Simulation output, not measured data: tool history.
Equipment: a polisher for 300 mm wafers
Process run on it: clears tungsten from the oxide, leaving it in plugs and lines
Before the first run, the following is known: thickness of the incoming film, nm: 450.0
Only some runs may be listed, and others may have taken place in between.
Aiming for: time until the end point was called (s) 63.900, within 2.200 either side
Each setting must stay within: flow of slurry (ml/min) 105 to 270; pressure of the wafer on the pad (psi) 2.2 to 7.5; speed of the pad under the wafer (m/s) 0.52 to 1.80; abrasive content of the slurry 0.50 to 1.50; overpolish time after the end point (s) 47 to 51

run  hour  flow of slurry (ml/min)  pressure of the wafer on the pad (psi)  speed of the pad under the wafer (m/s)  abrasive content of the slurry  overpolish time after the end point (s)  time until the end point was called (s)
  1   0.0                      175                                     4.8                                    1.16                            1.00                                       47                                   73.820
  2   4.9                      175                                     4.9                                    1.16                            1.00                                       47                                   73.220
  3  13.0                      175                                     4.9                                    1.02                            1.00                                       47                                   81.538
  4  17.7                      175                                     5.0                                    1.02                            1.00                                       47                                   80.902
  5  26.0                      175                                     5.1                                    1.02                            1.00                                       47                                   80.876
  6  33.1                      175                                     5.2                                    1.02                            1.00                                       47                                   78.831
  7  35.0                      175                                     5.3                                    1.02                            1.00                                       47                                   78.327
  8  41.0                      175                                     5.4                                    1.02                            1.00                                       47                                   76.247
  9  44.9                      175                                     5.5                                    1.02                            1.00                                       47                                   74.901
 10  46.3                      175                                     5.6                                    1.02                            1.00                                       47                                   73.495
 11  52.8                      175                                     5.7                                    1.02                            1.00                                       47                                   72.974
 12  60.1                      175                                     5.7                                    1.02                            1.00                                       47                                   73.694
 13  65.2                      175                                     5.8                                    1.02                            1.00                                       47                                   73.588
 14  69.7                      175                                     5.9                                    1.02                            1.00                                       47                                   71.507
 15  72.0                      175                                     6.0                                    1.02                            1.00                                       47                                   69.654
 16  80.3                      175                                     6.1                                    1.02                            1.00                                       47                                   69.140
 17  83.2                      175                                     6.1                                    1.02                            1.00                                       47                                   70.794
 18  89.2                      175                                     6.2                                    1.02                            1.00                                       47                                   68.324

Which single option among these 5 for the next run brings every result within its allowed miss of target? Just one does.
  A  95.2                      150                                     7.5                                    0.94                            1.10                                       47                                        ?
  B  95.2                      175                                     6.5                                    0.98                            1.05                                       48                                        ?
  C  95.2                      140                                     7.0                                    0.84                            1.05                                       51                                        ?
  D  95.2                      155                                     7.5                                    0.92                            0.85                                       51                                        ?
  E  95.2                      135                                     6.6                                    0.98                            1.15                                       47                                        ?

move  time until the end point was called (s)
   A                                   62.838
   B                                   66.910
   C                                   75.832
   D                                   67.715
   E                                   67.591
A: every result lands within tolerance
B: gains on the last run, yet a result remains outside its allowed miss
C: its largest miss is bigger than the last run's
D: gains on the last run, yet a result remains outside its allowed miss
E: gains on the last run, yet a result remains outside its allowed miss
A is the move that brings every result within its allowed miss.

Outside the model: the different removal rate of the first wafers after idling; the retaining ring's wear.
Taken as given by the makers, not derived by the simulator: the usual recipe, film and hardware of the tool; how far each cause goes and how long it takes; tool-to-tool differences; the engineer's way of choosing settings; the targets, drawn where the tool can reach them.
